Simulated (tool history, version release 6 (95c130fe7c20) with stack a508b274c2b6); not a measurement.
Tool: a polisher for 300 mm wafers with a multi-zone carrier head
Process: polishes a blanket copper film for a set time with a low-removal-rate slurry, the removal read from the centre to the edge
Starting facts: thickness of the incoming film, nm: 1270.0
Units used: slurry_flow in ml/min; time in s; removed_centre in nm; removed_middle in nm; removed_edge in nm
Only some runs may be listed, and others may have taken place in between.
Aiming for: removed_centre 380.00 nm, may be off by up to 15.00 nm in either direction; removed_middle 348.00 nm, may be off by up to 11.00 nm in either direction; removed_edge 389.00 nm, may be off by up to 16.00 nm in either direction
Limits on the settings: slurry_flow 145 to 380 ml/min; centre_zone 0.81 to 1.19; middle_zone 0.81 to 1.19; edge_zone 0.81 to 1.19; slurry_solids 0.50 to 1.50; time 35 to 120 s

| run | hour | slurry_flow | centre_zone | middle_zone | edge_zone | slurry_solids | time | removed_centre | removed_middle | removed_edge |
|---|---|---|---|---|---|---|---|---|---|---|
| 1 | 0.0 | 245 | 1.00 | 1.00 | 1.00 | 1.00 | 77 | 296.14 | 305.52 | 300.95 |
| 2 | 5.1 | 245 | 1.01 | 0.99 | 1.02 | 1.05 | 78 | 306.14 | 303.90 | 306.36 |
| 3 | 9.8 | 245 | 1.01 | 0.96 | 1.02 | 1.05 | 78 | 310.00 | 296.13 | 308.14 |
| 4 | 12.4 | 245 | 1.01 | 0.96 | 1.04 | 1.10 | 79 | 316.86 | 307.59 | 316.44 |
| 5 | 13.8 | 245 | 1.07 | 0.96 | 1.04 | 1.10 | 79 | 334.70 | 304.08 | 322.17 |
| 6 | 19.2 | 245 | 1.07 | 0.96 | 1.00 | 1.10 | 79 | 336.38 | 307.45 | 313.76 |
| 7 | 25.7 | 275 | 1.09 | 1.01 | 1.10 | 1.35 | 82 | 379.87 | 345.64 | 358.52 |
| 8 | 26.9 | 275 | 1.08 | 1.01 | 1.11 | 1.35 | 82 | 377.29 | 349.59 | 364.84 |
| 9 | 34.8 | 275 | 1.08 | 1.01 | 1.12 | 1.35 | 82 | 376.88 | 350.26 | 360.76 |
| 10 | 38.4 | 275 | 1.07 | 1.00 | 1.13 | 1.35 | 82 | 374.75 | 348.09 | 363.20 |
| 11 | 45.7 | 275 | 1.06 | 0.99 | 1.14 | 1.35 | 82 | 360.70 | 347.38 | 370.52 |

Exactly one of the 5 candidate moves below puts every result within its allowed miss. Which one?
| A | 53.0 | 315 | 1.07 | 0.96 | 1.19 | 1.50 | 81 | ? | ? | ? |
| B | 53.0 | 310 | 1.07 | 0.95 | 1.08 | 1.50 | 86 | ? | ? | ? |
| C | 53.0 | 290 | 1.12 | 0.97 | 1.10 | 1.40 | 80 | ? | ? | ? |
| D | 53.0 | 260 | 0.95 | 0.92 | 1.19 | 1.15 | 85 | ? | ? | ? |
| E | 53.0 | 235 | 0.94 | 0.90 | 1.19 | 1.45 | 86 | ? | ? | ? |

| move | removed_centre | removed_middle | removed_edge |
|---|---|---|---|
| A | 381.56 | 347.10 | 386.95 |
| B | 404.41 | 365.25 | 390.48 |
| C | 384.67 | 336.96 | 358.70 |
| D | 325.94 | 325.13 | 375.48 |
| E | 340.36 | 338.32 | 398.16 |
A: every result within its allowed miss
B: carries the result that was furthest off beyond its target, to the other side
C: puts the biggest miss on target and leaves a different result outside tolerance
D: lands further from the targets than the last run did
E: lands further from the targets than the last run did
Go with A: it meets all targets.
